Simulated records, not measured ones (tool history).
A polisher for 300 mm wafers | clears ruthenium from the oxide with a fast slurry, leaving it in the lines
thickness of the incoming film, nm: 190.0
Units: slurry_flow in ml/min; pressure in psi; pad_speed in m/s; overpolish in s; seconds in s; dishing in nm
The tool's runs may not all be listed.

run,hour,slurry_flow,pressure,pad_speed,slurry_solids,overpolish,seconds,dishing
1,0,245,2.1,1.18,1,25,44.051,64.456
2,4.8,220,2.1,1.18,1,25,44.81,63.863
3,11.3,220,1.7,1.18,1,25,56.07,55.264
4,19.4,220,1.7,1.18,1.15,25,52.607,59.195
5,24.9,220,2,1.2,1.15,21,44.22,59.351
6,25.7,220,2.3,1.2,1.15,21,38.783,64.301
7,28.1,220,2.5,1.2,1.15,18,36.525,60.36

Forecast run 8:
8,31.6,220,2.6,1.2,1.15,16,?,?

seconds: 33.262 s
dishing: 58.553 nm

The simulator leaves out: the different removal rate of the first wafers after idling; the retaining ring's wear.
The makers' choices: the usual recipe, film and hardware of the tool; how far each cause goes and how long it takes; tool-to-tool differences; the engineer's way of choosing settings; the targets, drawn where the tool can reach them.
